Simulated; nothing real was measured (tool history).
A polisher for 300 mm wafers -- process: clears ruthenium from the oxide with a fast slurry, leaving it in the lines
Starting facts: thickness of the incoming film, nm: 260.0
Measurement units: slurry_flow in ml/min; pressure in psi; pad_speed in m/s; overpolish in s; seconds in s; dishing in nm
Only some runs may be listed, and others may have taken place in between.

run 1 hour=0 | slurry_flow=165 pressure=2.4 pad_speed=1.04 slurry_solids=1 overpolish=28 | seconds=68.107 dishing=58.57
run 2 hour=2.5 | slurry_flow=165 pressure=2.4 pad_speed=1.16 slurry_solids=1 overpolish=28 | seconds=59.618 dishing=62.8
run 3 hour=11.3 | slurry_flow=160 pressure=2.2 pad_speed=1.16 slurry_solids=0.95 overpolish=24 | seconds=69.206 dishing=53.792
run 4 hour=14.3 | slurry_flow=160 pressure=2.2 pad_speed=1.16 slurry_solids=0.95 overpolish=31 | seconds=69.744 dishing=61.73
run 5 hour=17.7 | slurry_flow=170 pressure=2 pad_speed=1.12 slurry_solids=1 overpolish=26 | seconds=76.426 dishing=54.133
run 6 hour=18.7 | slurry_flow=155 pressure=2.2 pad_speed=1.04 slurry_solids=0.9 overpolish=22 | seconds=78.544 dishing=44.767
run 7 hour=22.4 | slurry_flow=155 pressure=2.2 pad_speed=1.02 slurry_solids=0.85 overpolish=19 | seconds=85.801 dishing=39.245
run 8 hour=29 | slurry_flow=155 pressure=2.3 pad_speed=1 slurry_solids=0.85 overpolish=17 | seconds=83.216 dishing=37.969
run 9 hour=30.8 | slurry_flow=155 pressure=2.3 pad_speed=0.98 slurry_solids=0.85 overpolish=15 | seconds=87.451 dishing=33.794
run 10 hour=37.7 | slurry_flow=160 pressure=2.3 pad_speed=0.96 slurry_solids=0.85 overpolish=8 | seconds=84.554 dishing=18.862
run 11 hour=39.9 | slurry_flow=150 pressure=2.3 pad_speed=0.96 slurry_solids=0.8 overpolish=8 | seconds=90.38 dishing=18.115
run 12 hour=43.7 | slurry_flow=165 pressure=2.3 pad_speed=0.94 slurry_solids=0.8 overpolish=9 | seconds=91.15 dishing=20.023
run 13 hour=46.5 | slurry_flow=155 pressure=2.3 pad_speed=0.94 slurry_solids=0.8 overpolish=10 | seconds=92.321 dishing=21.587
run 14 hour=53.8 | slurry_flow=150 pressure=2.3 pad_speed=0.94 slurry_solids=0.8 overpolish=11 | seconds=91.584 dishing=24.301
run 15 hour=61.6 | slurry_flow=145 pressure=2.3 pad_speed=0.94 slurry_solids=0.8 overpolish=11 | seconds=88.314 dishing=23.997
run 16 hour=63.4 | slurry_flow=140 pressure=2.3 pad_speed=0.94 slurry_solids=0.8 overpolish=11 | seconds=90.755 dishing=23.123

What does the tool deliver on the next run?
run 17 hour=67.7 | slurry_flow=140 pressure=2.3 pad_speed=0.94 slurry_solids=0.8 overpolish=11 | seconds=? dishing=?

Run 17 came out at seconds 94.392 s, dishing 23.721 nm.

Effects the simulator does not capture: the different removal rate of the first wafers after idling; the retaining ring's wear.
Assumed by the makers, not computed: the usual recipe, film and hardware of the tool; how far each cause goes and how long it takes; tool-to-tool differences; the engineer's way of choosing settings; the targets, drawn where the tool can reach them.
